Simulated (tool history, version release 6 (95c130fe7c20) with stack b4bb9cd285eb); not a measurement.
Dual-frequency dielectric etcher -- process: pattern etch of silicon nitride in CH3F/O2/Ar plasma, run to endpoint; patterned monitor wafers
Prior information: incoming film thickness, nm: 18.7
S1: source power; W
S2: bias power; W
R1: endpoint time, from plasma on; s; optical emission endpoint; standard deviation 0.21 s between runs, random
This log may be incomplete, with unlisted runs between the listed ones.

{"run": 1, "hour": 0.0, "S1": 480, "S2": 100, "R1": 24.627}
{"run": 2, "hour": 6.8, "S1": 450, "S2": 95, "R1": 25.708}
{"run": 3, "hour": 9.2, "S1": 420, "S2": 92, "R1": 26.819}
{"run": 4, "hour": 13.6, "S1": 400, "S2": 91, "R1": 27.469}
{"run": 5, "hour": 21.0, "S1": 450, "S2": 91, "R1": 26.207}
{"run": 6, "hour": 22.3, "S1": 420, "S2": 89, "R1": 27.186}

Expected results for the next run?
{"run": 7, "hour": 23.0, "S1": 400, "S2": 88, "R1": "?"}

{"run 7": {"R1": 27.639}}

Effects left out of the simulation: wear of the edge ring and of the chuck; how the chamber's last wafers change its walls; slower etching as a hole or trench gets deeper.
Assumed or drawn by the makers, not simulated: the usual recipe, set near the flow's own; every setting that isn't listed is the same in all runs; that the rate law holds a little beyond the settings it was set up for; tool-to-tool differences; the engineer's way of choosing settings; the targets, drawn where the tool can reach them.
